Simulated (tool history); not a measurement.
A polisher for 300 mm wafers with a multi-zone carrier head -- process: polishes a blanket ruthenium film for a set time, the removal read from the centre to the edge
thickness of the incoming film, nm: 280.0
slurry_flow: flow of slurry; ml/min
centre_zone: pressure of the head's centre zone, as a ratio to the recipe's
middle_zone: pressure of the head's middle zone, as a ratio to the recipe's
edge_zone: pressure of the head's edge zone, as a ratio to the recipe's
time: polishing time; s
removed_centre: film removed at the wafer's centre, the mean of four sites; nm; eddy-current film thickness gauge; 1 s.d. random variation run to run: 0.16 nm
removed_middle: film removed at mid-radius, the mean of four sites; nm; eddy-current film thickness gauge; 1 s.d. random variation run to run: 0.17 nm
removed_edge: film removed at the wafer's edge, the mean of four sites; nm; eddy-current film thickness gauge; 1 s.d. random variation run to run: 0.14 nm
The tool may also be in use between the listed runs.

run,hour,slurry_flow,centre_zone,middle_zone,edge_zone,time,removed_centre,removed_middle,removed_edge
1,0.0,140,1.00,1.00,1.00,42,27.801,27.680,28.149
2,1.7,140,0.99,1.00,0.98,40,26.426,26.364,26.579
3,2.4,140,0.99,1.00,1.04,40,25.856,26.821,27.202
4,6.8,140,0.98,1.01,1.02,38,25.165,25.976,25.549
5,13.8,165,0.98,1.01,1.02,38,25.211,26.266,26.573
6,14.5,160,0.97,1.01,1.00,36,23.527,25.087,24.757

What will run 7 give?
7,21.7,120,0.95,0.91,0.90,24,?,?,?

{"run 7": {"removed_centre": 14.364, "removed_middle": 15.054, "removed_edge": 14.983}}
